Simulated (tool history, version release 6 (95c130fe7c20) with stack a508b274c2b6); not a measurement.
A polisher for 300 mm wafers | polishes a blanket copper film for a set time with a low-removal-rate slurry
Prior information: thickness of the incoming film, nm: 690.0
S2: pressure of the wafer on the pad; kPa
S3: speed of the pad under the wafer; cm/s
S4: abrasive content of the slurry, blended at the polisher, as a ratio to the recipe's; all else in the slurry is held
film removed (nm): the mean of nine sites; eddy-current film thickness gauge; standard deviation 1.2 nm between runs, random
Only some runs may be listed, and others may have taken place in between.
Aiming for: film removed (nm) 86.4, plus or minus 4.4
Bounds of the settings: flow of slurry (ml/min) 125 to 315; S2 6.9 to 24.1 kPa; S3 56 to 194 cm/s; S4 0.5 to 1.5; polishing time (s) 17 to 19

run 1 hour=0 | flow_of_slurry_(ml/min)=205 S2=15.2 S3=124 S4=1 polishing_time_(s)=19 | film_removed_(nm)=46.349
run 2 hour=2.1 | flow_of_slurry_(ml/min)=205 S2=17.2 S3=124 S4=1 polishing_time_(s)=19 | film_removed_(nm)=51.106
run 3 hour=5.4 | flow_of_slurry_(ml/min)=205 S2=18.6 S3=128 S4=1 polishing_time_(s)=19 | film_removed_(nm)=56.157
run 4 hour=6.7 | flow_of_slurry_(ml/min)=205 S2=18.6 S3=128 S4=0.9 polishing_time_(s)=19 | film_removed_(nm)=54.117
run 5 hour=11 | flow_of_slurry_(ml/min)=205 S2=18.6 S3=128 S4=0.9 polishing_time_(s)=19 | film_removed_(nm)=55.737
run 6 hour=15.2 | flow_of_slurry_(ml/min)=205 S2=15.9 S3=128 S4=0.9 polishing_time_(s)=19 | film_removed_(nm)=49.563
run 7 hour=18.7 | flow_of_slurry_(ml/min)=205 S2=17.2 S3=134 S4=0.9 polishing_time_(s)=19 | film_removed_(nm)=56.345
-- hour=25.4 head pressure recalibrated
run 8 hour=25.4 | flow_of_slurry_(ml/min)=205 S2=18.6 S3=136 S4=0.9 polishing_time_(s)=19 | film_removed_(nm)=62.56
run 9 hour=25.9 | flow_of_slurry_(ml/min)=205 S2=19.3 S3=136 S4=0.9 polishing_time_(s)=19 | film_removed_(nm)=65.282
run 10 hour=33.1 | flow_of_slurry_(ml/min)=205 S2=20 S3=136 S4=0.9 polishing_time_(s)=19 | film_removed_(nm)=69.346
run 11 hour=41.6 | flow_of_slurry_(ml/min)=205 S2=23.4 S3=138 S4=0.9 polishing_time_(s)=19 | film_removed_(nm)=81.415

Which of these 5 next moves meets every target?
run A hour=50.1 | flow_of_slurry_(ml/min)=125 S2=24.1 S3=156 S4=0.9 polishing_time_(s)=19 | film_removed_(nm)=?
run B hour=50.1 | flow_of_slurry_(ml/min)=210 S2=22.1 S3=144 S4=0.9 polishing_time_(s)=19 | film_removed_(nm)=?
run C hour=50.1 | flow_of_slurry_(ml/min)=270 S2=23.4 S3=140 S4=0.95 polishing_time_(s)=17 | film_removed_(nm)=?
run D hour=50.1 | flow_of_slurry_(ml/min)=210 S2=22.8 S3=144 S4=0.7 polishing_time_(s)=18 | film_removed_(nm)=?
run E hour=50.1 | flow_of_slurry_(ml/min)=245 S2=23.4 S3=134 S4=0.8 polishing_time_(s)=19 | film_removed_(nm)=?

move=A film_removed_(nm)=86.967
move=B film_removed_(nm)=80.745
move=C film_removed_(nm)=77.032
move=D film_removed_(nm)=75.626
move=E film_removed_(nm)=79.71
A: meets every target
B: moves away from the targets compared with the last run
C: moves away from the targets compared with the last run
D: moves away from the targets compared with the last run
E: moves away from the targets compared with the last run
The move that meets every target is A.

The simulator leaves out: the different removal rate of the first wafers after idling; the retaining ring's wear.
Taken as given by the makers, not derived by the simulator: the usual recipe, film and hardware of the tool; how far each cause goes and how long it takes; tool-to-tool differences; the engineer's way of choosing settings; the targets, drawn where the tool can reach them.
